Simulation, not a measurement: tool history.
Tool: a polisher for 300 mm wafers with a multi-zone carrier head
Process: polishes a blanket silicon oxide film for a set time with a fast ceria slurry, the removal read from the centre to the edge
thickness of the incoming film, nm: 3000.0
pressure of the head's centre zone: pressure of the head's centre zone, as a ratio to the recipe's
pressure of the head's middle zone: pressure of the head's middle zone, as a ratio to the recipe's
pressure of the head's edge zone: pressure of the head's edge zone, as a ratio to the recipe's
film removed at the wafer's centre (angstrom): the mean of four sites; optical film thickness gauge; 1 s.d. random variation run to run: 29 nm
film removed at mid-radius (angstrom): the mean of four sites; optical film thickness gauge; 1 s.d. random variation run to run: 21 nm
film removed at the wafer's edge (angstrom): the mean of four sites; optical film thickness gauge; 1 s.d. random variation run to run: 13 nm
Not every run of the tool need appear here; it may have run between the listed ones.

run	day	flow of slurry (ml/min)	pressure of the head's centre zone	pressure of the head's middle zone	pressure of the head's edge zone	polishing time (s)	film removed at the wafer's centre (angstrom)	film removed at mid-radius (angstrom)	film removed at the wafer's edge (angstrom)
1	0	280	1	1	1	70	13256	12654	12551
2	0.275	285	1.03	1	1.02	73	14081	12979	13179
3	0.45	290	1.05	1	1.03	76	14701	13567	13832
4	0.762	295	1.07	0.99	1.03	79	16224	13839	14322
5	1.121	300	1.08	1	1.04	80	16192	14801	14754
6	1.454	300	1.08	0.92	1.04	80	16149	13793	14489

Forecast run 7:
7	1.704	300	1.08	0.92	1.04	80	?	?	?

film removed at the wafer's centre (angstrom): 16116
film removed at mid-radius (angstrom): 13626
film removed at the wafer's edge (angstrom): 14667

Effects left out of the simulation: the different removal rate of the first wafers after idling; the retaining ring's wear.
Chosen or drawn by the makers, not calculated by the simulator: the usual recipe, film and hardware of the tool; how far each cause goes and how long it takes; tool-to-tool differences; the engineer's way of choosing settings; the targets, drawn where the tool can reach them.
